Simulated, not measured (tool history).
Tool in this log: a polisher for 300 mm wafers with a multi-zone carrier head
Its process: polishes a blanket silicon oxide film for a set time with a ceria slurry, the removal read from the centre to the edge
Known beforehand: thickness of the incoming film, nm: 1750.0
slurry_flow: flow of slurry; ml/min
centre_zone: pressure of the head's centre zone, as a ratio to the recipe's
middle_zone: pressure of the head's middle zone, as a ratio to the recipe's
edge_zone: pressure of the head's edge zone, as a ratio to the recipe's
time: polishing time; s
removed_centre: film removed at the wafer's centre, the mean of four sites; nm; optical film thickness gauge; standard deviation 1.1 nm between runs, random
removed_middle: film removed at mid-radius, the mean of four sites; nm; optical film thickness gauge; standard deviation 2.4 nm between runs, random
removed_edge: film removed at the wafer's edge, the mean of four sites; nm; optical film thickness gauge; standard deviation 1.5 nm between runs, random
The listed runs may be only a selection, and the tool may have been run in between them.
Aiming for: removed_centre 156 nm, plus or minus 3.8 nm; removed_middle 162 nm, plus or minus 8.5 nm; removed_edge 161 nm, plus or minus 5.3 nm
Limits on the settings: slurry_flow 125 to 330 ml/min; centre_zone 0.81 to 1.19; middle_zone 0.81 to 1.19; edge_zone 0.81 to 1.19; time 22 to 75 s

Run 1, hour 0: slurry_flow 210 ml/min, centre_zone 1, middle_zone 1, edge_zone 1, time 48 s. Result: removed_centre 180.6 nm, removed_middle 179.82 nm, removed_edge 183.1 nm.
Run 2, hour 5.1: slurry_flow 210 ml/min, centre_zone 1.09, middle_zone 1, edge_zone 1, time 48 s. Result: removed_centre 197.39 nm, removed_middle 182.64 nm, removed_edge 177.75 nm.
Run 3, hour 10.4: slurry_flow 210 ml/min, centre_zone 1.09, middle_zone 1, edge_zone 1.04, time 48 s. Result: removed_centre 195.14 nm, removed_middle 181.93 nm, removed_edge 182.08 nm.
Run 4, hour 17.3: slurry_flow 200 ml/min, centre_zone 1.06, middle_zone 1, edge_zone 1.02, time 47 s. Result: removed_centre 182.27 nm, removed_middle 176.1 nm, removed_edge 179.75 nm.
Run 5, hour 22.8: slurry_flow 200 ml/min, centre_zone 1, middle_zone 1, edge_zone 1.02, time 47 s. Result: removed_centre 172.67 nm, removed_middle 178.97 nm, removed_edge 178.01 nm.
Run 6, hour 29.8: slurry_flow 200 ml/min, centre_zone 1, middle_zone 1, edge_zone 1.02, time 55 s. Result: removed_centre 202.31 nm, removed_middle 209.39 nm, removed_edge 205.1 nm.
Run 7, hour 32.8: slurry_flow 175 ml/min, centre_zone 0.91, middle_zone 0.9, edge_zone 0.92, time 45 s. Result: removed_centre 148.45 nm, removed_middle 156.05 nm, removed_edge 159.87 nm.
Run 8, hour 41.7: slurry_flow 180 ml/min, centre_zone 0.91, middle_zone 0.91, edge_zone 0.92, time 45 s. Result: removed_centre 149.52 nm, removed_middle 159.24 nm, removed_edge 159.76 nm.
Run 9, hour 48.2: slurry_flow 185 ml/min, centre_zone 0.91, middle_zone 0.91, edge_zone 0.92, time 45 s. Result: removed_centre 149.52 nm, removed_middle 160 nm, removed_edge 159.93 nm.

5 next moves are on the table. One of them brings every result within its allowed miss. Which?
Run A, hour 54.7: slurry_flow 175 ml/min, centre_zone 0.9, middle_zone 0.88, edge_zone 0.84, time 48 s. Result: removed_centre ?, removed_middle ?, removed_edge ?.
Run B, hour 54.7: slurry_flow 155 ml/min, centre_zone 0.99, middle_zone 0.94, edge_zone 0.89, time 45 s. Result: removed_centre ?, removed_middle ?, removed_edge ?.
Run C, hour 54.7: slurry_flow 170 ml/min, centre_zone 0.98, middle_zone 0.81, edge_zone 0.98, time 44 s. Result: removed_centre ?, removed_middle ?, removed_edge ?.
Run D, hour 54.7: slurry_flow 155 ml/min, centre_zone 0.98, middle_zone 0.81, edge_zone 0.97, time 45 s. Result: removed_centre ?, removed_middle ?, removed_edge ?.
Run E, hour 54.7: slurry_flow 185 ml/min, centre_zone 0.94, middle_zone 0.85, edge_zone 0.91, time 43 s. Result: removed_centre ?, removed_middle ?, removed_edge ?.

move  removed_centre  removed_middle  removed_edge
   A          156.32          162.87        162.86
   B          155.88          155.65        153.86
   C          154.13          140.56        159.76
   D          154.29          141.06        160.38
   E          147.47          144.01        152.45
A: every result lands within tolerance
B: the furthest-off result lands on target, but another misses its tolerance
C: the furthest-off result lands on target, but another misses its tolerance
D: the furthest-off result lands on target, but another misses its tolerance
E: moves away from the targets compared with the last run
So the answer is move A, the one that meets all the targets.
